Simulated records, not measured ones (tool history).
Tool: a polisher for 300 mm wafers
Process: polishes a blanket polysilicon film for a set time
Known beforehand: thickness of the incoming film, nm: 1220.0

| run | day | flow of slurry (ml/min) | pressure of the wafer on the pad (kPa) | speed of the pad under the wafer (m/s) | polishing time (s) | film removed (Å) |
|---|---|---|---|---|---|---|
| 1 | 0.000 | 130 | 17.9 | 0.94 | 69 | 4921.3 |
| 2 | 0.221 | 130 | 20.0 | 0.94 | 69 | 5482.0 |
| 3 | 0.300 | 150 | 20.0 | 0.94 | 69 | 5638.8 |
| 4 | 0.546 | 140 | 16.5 | 0.92 | 69 | 4540.6 |
| 5 | 0.658 | 140 | 14.5 | 0.92 | 69 | 4013.5 |
| 6 | 0.938 | 140 | 16.5 | 0.92 | 69 | 4536.0 |
| 7 | 1.267 | 105 | 11.7 | 0.90 | 69 | 3013.8 |
| 8 | 1.525 | 100 | 11.7 | 0.90 | 69 | 3041.3 |
| 9 | 1.842 | 95 | 11.0 | 0.90 | 69 | 2807.3 |
| 10 | 1.904 | 95 | 11.0 | 0.90 | 69 | 2830.5 |

Run 11, settings as shown, results not yet in. Your forecast:
| 11 | 2.233 | 90 | 11.0 | 0.90 | 69 | ? |

film removed (Å): 2835.1
